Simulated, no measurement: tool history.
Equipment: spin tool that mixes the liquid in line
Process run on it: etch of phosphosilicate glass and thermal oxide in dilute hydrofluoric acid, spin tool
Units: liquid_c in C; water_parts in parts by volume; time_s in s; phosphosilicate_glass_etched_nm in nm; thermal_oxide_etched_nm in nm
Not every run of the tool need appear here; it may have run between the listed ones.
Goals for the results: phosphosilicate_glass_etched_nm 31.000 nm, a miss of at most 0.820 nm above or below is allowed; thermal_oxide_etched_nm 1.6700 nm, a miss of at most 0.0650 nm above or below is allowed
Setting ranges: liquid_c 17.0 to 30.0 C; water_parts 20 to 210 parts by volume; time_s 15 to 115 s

run  hour  liquid_c  water_parts  time_s  phosphosilicate_glass_etched_nm  thermal_oxide_etched_nm
  1   0.0      22.0          115      60                           48.655                   2.5899
  2   1.6      22.0          115      75                           59.516                   3.1992
  3   2.8      24.0          115      75                           65.060                   3.5117
  4   7.1      23.0          120      75                           58.428                   3.2697
  5  14.7      22.5          125      75                           55.964                   2.9258
  6  18.0      21.0          125      75                           52.709                   2.7980
  7  22.1      21.0          125      75                           53.132                   2.8997
  8  28.1      20.5          130      75                           49.395                   2.6270
  9  31.6      20.0          135      75                           46.410                   2.5133

Of the 4 settings listed for the next run, only one would bring every result within its allowed miss of target. Which one?
  A  35.1      17.5          190      90                                ?                        ?
  B  35.1      18.0          200     100                                ?                        ?
  C  35.1      19.5          155      65                                ?                        ?
  D  35.1      21.5          140      50                                ?                        ?

move  phosphosilicate_glass_etched_nm  thermal_oxide_etched_nm
   A                           33.796                   1.7891
   B                           36.049                   1.9084
   C                           33.532                   1.7751
   D                           31.409                   1.6627
A: moves toward the targets from the last run without getting all of them in spec
B: moves toward the targets from the last run without getting all of them in spec
C: moves toward the targets from the last run without getting all of them in spec
D: meets every target
The right move is D.
